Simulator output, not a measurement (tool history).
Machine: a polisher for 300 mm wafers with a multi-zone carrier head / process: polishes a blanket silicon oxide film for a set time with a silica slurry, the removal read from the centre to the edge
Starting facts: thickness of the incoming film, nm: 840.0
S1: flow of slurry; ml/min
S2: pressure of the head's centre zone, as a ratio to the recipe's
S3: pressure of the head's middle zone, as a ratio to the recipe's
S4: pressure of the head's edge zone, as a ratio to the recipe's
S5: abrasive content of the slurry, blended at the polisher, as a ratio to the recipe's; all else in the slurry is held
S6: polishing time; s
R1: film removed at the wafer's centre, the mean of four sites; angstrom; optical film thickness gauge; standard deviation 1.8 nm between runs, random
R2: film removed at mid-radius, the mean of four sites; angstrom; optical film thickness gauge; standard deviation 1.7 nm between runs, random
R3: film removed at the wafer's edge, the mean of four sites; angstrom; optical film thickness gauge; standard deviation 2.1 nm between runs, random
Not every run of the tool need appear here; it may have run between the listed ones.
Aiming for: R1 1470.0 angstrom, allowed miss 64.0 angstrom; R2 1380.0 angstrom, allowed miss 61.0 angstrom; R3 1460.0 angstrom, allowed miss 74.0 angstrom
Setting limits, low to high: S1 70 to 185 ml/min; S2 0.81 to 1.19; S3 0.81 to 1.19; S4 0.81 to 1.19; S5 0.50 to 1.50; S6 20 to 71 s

| run | hour | S1 | S2 | S3 | S4 | S5 | S6 | R1 | R2 | R3 |
|---|---|---|---|---|---|---|---|---|---|---|
| 1 | 0.0 | 120 | 1.00 | 1.00 | 1.00 | 1.00 | 45 | 1784.0 | 1800.2 | 1825.0 |
| 2 | 3.4 | 115 | 1.00 | 0.98 | 0.98 | 0.95 | 45 | 1685.4 | 1691.4 | 1769.6 |
| 3 | 9.9 | 115 | 1.01 | 0.98 | 0.96 | 0.90 | 45 | 1659.3 | 1664.8 | 1674.3 |
| 4 | 16.2 | 115 | 1.01 | 0.98 | 0.96 | 0.90 | 56 | 2098.8 | 2056.4 | 2088.0 |
| 5 | 20.8 | 115 | 1.01 | 0.98 | 1.01 | 0.90 | 56 | 2092.2 | 2058.0 | 2216.5 |
| 6 | 26.2 | 115 | 0.95 | 0.98 | 1.01 | 0.90 | 56 | 2021.9 | 2080.0 | 2208.2 |
|  | 28.6 | edge zone pressure recalibrated |
| 7 | 28.6 | 110 | 0.96 | 0.96 | 0.98 | 0.80 | 55 | 1902.3 | 1873.4 | 1899.3 |
| 8 | 36.2 | 105 | 0.94 | 0.94 | 0.99 | 0.75 | 55 | 1775.8 | 1785.6 | 1818.4 |
| 9 | 44.8 | 100 | 0.94 | 0.92 | 0.99 | 0.70 | 55 | 1666.7 | 1691.4 | 1746.0 |
| 10 | 45.6 | 95 | 0.95 | 0.90 | 0.98 | 0.70 | 55 | 1621.7 | 1622.7 | 1721.1 |
| 11 | 48.1 | 95 | 0.96 | 0.88 | 0.96 | 0.70 | 55 | 1665.7 | 1578.7 | 1719.1 |
| 12 | 56.5 | 90 | 0.95 | 0.87 | 0.94 | 0.70 | 55 | 1599.1 | 1555.9 | 1670.8 |
| 13 | 57.8 | 80 | 0.98 | 0.83 | 0.86 | 0.50 | 55 | 1293.2 | 1160.6 | 1337.0 |
| 14 | 66.5 | 90 | 0.98 | 0.85 | 0.86 | 0.50 | 55 | 1358.1 | 1271.5 | 1350.3 |
| 15 | 70.0 | 95 | 0.98 | 0.85 | 0.87 | 0.50 | 55 | 1415.9 | 1305.8 | 1374.2 |
| 16 | 70.8 | 95 | 0.98 | 0.85 | 0.88 | 0.50 | 55 | 1401.5 | 1294.9 | 1341.4 |
| 17 | 75.5 | 95 | 0.98 | 0.86 | 0.89 | 0.50 | 55 | 1435.5 | 1317.7 | 1359.5 |
| 18 | 76.8 | 95 | 0.98 | 0.86 | 0.90 | 0.50 | 55 | 1384.3 | 1315.5 | 1379.6 |

Consider the 5 candidate settings below. Which is the only one whose results all fall within their allowed miss of target?
| A | 78.1 | 70 | 0.95 | 0.87 | 0.97 | 0.60 | 55 | ? | ? | ? |
| B | 78.1 | 95 | 0.81 | 1.06 | 1.09 | 0.50 | 53 | ? | ? | ? |
| C | 78.1 | 80 | 1.10 | 0.94 | 0.97 | 0.50 | 58 | ? | ? | ? |
| D | 78.1 | 135 | 1.04 | 0.89 | 0.81 | 0.50 | 51 | ? | ? | ? |
| E | 78.1 | 75 | 0.85 | 0.89 | 0.93 | 0.50 | 58 | ? | ? | ? |

| move | R1 | R2 | R3 |
|---|---|---|---|
| A | 1299.6 | 1250.7 | 1482.8 |
| B | 1215.8 | 1459.4 | 1486.8 |
| C | 1455.1 | 1355.6 | 1475.5 |
| D | 1495.2 | 1342.4 | 1334.5 |
| E | 1221.5 | 1262.3 | 1422.1 |
A: the biggest miss grows against the last run
B: the biggest miss grows against the last run
C: meets every target
D: puts the biggest miss on target and leaves a different result outside tolerance
E: the biggest miss grows against the last run
Answer: C
